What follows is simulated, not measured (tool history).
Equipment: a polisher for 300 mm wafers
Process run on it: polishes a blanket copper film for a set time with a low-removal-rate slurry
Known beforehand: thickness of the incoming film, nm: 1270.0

run    day  flow of slurry (ml/min)  pressure of the wafer on the pad (psi)  speed of the pad under the wafer (cm/s)  abrasive content of the slurry  polishing time (s)  film removed (angstrom)
  1  0.000                      245                                     2.4                                      138                             1.0                  94                   3019.0
  2  0.212                      245                                     2.4                                      164                             1.0                  94                   3516.1
  3  0.575                      240                                     2.1                                      146                             1.0                  94                   2819.6
  4  0.812                      240                                     2.1                                      146                             1.0                  99                   2920.2
  5  1.025                      240                                     2.1                                      146                             1.0                  94                   2756.5
  6  1.146                      240                                     2.1                                      146                             1.1                  94                   2793.9

Predict the results of run 7:
  7  1.358                      235                                     1.8                                      134                             1.1                  94                        ?

film removed (angstrom): 2219.8
